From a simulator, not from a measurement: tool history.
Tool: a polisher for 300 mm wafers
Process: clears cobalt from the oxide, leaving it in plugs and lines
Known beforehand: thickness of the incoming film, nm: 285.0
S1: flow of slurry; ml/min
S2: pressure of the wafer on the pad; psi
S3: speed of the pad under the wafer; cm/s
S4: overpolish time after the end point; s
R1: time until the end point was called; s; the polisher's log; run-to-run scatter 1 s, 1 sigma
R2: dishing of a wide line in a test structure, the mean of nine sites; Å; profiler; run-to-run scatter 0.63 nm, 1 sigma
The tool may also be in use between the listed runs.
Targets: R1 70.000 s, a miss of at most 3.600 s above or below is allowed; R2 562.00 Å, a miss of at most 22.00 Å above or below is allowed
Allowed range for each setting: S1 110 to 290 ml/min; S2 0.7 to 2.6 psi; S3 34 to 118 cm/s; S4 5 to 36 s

run 1 hour=0.0 | S1=185 S2=1.6 S3=76 S4=18 | R1=82.058 R2=424.94
run 2 hour=7.4 | S1=155 S2=1.6 S3=76 S4=18 | R1=83.922 R2=409.31
run 3 hour=13.0 | S1=155 S2=1.6 S3=76 S4=25 | R1=84.866 R2=492.90
run 4 hour=15.4 | S1=155 S2=1.6 S3=82 S4=25 | R1=78.060 R2=527.07
run 5 hour=18.9 | S1=165 S2=1.6 S3=82 S4=25 | R1=77.999 R2=526.10
run 6 hour=24.1 | S1=165 S2=1.6 S3=82 S4=28 | R1=76.947 R2=550.62
run 7 hour=31.7 | S1=170 S2=1.6 S3=82 S4=28 | R1=78.826 R2=566.36
run 8 hour=40.7 | S1=170 S2=1.6 S3=82 S4=27 | R1=74.666 R2=545.97
run 9 hour=49.2 | S1=175 S2=1.6 S3=82 S4=27 | R1=77.698 R2=538.43

Which single option among these 5 for the next run brings every result within its allowed miss of target? Just one does.
run A hour=57.7 | S1=150 S2=1.8 S3=64 S4=27 | R1=? R2=?
run B hour=57.7 | S1=160 S2=1.4 S3=78 S4=34 | R1=? R2=?
run C hour=57.7 | S1=150 S2=1.4 S3=80 S4=33 | R1=? R2=?
run D hour=57.7 | S1=110 S2=1.5 S3=82 S4=31 | R1=? R2=?
run E hour=57.7 | S1=200 S2=2.0 S3=72 S4=26 | R1=? R2=?

move=A R1=89.520 R2=513.78
move=B R1=93.157 R2=566.63
move=C R1=92.032 R2=561.66
move=D R1=90.591 R2=548.29
move=E R1=68.645 R2=574.40
A: the biggest miss grows against the last run
B: the biggest miss grows against the last run
C: the biggest miss grows against the last run
D: the biggest miss grows against the last run
E: hits every target within its allowed miss
The right move is E.

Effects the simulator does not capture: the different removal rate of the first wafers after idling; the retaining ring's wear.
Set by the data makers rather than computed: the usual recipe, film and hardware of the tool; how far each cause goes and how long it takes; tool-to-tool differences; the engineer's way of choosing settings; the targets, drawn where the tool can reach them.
